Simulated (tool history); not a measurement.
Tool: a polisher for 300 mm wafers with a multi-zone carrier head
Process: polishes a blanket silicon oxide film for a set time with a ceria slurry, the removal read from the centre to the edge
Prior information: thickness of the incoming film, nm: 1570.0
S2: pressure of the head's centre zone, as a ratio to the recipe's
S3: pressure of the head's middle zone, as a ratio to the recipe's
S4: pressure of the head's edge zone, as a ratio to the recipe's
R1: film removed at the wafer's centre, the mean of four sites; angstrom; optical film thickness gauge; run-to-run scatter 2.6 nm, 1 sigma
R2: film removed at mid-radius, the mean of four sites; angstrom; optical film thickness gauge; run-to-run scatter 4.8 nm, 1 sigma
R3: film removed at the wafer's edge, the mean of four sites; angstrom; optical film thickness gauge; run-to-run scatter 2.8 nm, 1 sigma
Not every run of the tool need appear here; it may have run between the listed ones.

run 1 hour=0 | flow_of_slurry_(ml/min)=295 S2=1 S3=1 S4=1 polishing_time_(s)=55 | R1=2542.9 R2=2576.9 R3=2480.8
run 2 hour=7.5 | flow_of_slurry_(ml/min)=295 S2=1 S3=1 S4=1 polishing_time_(s)=68 | R1=3096.7 R2=3166.1 R3=3082.3
run 3 hour=16 | flow_of_slurry_(ml/min)=305 S2=1.02 S3=1 S4=1.04 polishing_time_(s)=69 | R1=3252.4 R2=3262.3 R3=3178
run 4 hour=22.8 | flow_of_slurry_(ml/min)=310 S2=1.02 S3=0.99 S4=1.06 polishing_time_(s)=70 | R1=3311.9 R2=3293.6 R3=3280
run 5 hour=31 | flow_of_slurry_(ml/min)=320 S2=1.03 S3=0.99 S4=1.08 polishing_time_(s)=70 | R1=3357 R2=3318.8 R3=3278.8
run 6 hour=37.6 | flow_of_slurry_(ml/min)=320 S2=1.03 S3=1.04 S4=1.08 polishing_time_(s)=70 | R1=3330 R2=3374.8 R3=3268.8
run 7 hour=38.2 | flow_of_slurry_(ml/min)=320 S2=1.03 S3=1.02 S4=1.1 polishing_time_(s)=71 | R1=3371.2 R2=3438 R3=3372.3
run 8 hour=44 | flow_of_slurry_(ml/min)=320 S2=1.03 S3=1.02 S4=1.1 polishing_time_(s)=71 | R1=3427.1 R2=3279.5 R3=3377.1
run 9 hour=48.9 | flow_of_slurry_(ml/min)=325 S2=1.03 S3=1.02 S4=1.11 polishing_time_(s)=71 | R1=3407.7 R2=3347.9 R3=3460.6
run 10 hour=55.2 | flow_of_slurry_(ml/min)=335 S2=1.04 S3=1.02 S4=1.12 polishing_time_(s)=71 | R1=3433.6 R2=3405.2 R3=3400

What does the tool deliver on the next run?
run 11 hour=58.2 | flow_of_slurry_(ml/min)=330 S2=1.05 S3=1.01 S4=1.13 polishing_time_(s)=71 | R1=? R2=? R3=?

{"run 11": {"R1": 3500.6, "R2": 3365.2, "R3": 3390.9}}
